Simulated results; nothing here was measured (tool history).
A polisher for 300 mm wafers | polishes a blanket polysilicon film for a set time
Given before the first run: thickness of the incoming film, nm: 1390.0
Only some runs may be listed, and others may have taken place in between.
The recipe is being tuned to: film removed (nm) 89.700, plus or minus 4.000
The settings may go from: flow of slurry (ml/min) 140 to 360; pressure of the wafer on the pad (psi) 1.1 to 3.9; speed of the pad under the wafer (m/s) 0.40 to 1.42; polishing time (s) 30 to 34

run,hour,flow of slurry (ml/min),pressure of the wafer on the pad (psi),speed of the pad under the wafer (m/s),polishing time (s),film removed (nm)
1,0.0,230,2.5,0.90,34,196.500
2,6.6,230,2.5,1.12,34,247.300
3,15.5,230,3.1,1.12,34,303.700
4,21.3,230,2.8,1.04,34,256.210
5,22.0,230,2.8,0.96,34,235.320
6,30.3,230,2.8,0.84,34,209.140
7,31.6,230,2.5,0.80,34,177.970
8,33.0,230,2.3,0.78,34,158.400
9,37.7,230,2.1,0.76,34,144.930
10,45.4,230,1.9,0.74,34,125.890
11,49.8,230,1.8,0.74,34,120.460
12,51.8,230,1.8,0.74,34,120.240
13,55.9,230,1.7,0.74,34,118.320
14,63.8,230,1.6,0.74,34,111.050
15,71.7,230,1.5,0.74,34,105.240
16,76.2,230,1.4,0.74,34,102.040

Which of these 4 next moves meets every target?
A,80.7,235,1.7,0.70,33,?
B,80.7,255,1.7,0.58,32,?
C,80.7,225,1.3,0.68,31,?
D,80.7,270,1.3,0.88,31,?

move,film removed (nm)
A,107.090
B,87.419
C,77.919
D,101.720
A: moves away from the targets compared with the last run
B: in spec on every target
C: carries the result that was furthest off beyond its target, to the other side
D: about the same distance from the targets as the last run
Correct choice: B, which meets every target

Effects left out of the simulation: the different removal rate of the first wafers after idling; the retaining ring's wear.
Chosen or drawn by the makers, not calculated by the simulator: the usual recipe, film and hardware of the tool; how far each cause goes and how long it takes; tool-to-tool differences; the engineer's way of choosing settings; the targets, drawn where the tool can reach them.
